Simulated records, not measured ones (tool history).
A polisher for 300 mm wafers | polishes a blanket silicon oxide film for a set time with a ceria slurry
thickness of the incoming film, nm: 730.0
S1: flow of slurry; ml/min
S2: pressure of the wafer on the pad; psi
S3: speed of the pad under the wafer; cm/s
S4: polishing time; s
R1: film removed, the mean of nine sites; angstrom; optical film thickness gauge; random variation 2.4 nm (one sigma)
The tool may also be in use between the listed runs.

run,hour,S1,S2,S3,S4,R1
1,0.0,160,2.9,84,84,2704.0
2,2.4,160,3.6,84,84,3239.6
3,7.4,160,3.2,82,84,2833.9
4,8.8,160,2.7,82,84,2521.1
5,14.3,160,2.5,82,84,2321.9
6,17.3,200,2.5,82,84,2421.7
7,22.7,200,2.5,82,84,2471.4

Forecast run 8:
8,27.0,195,2.3,82,84,?

R1: 2272.6 angstrom
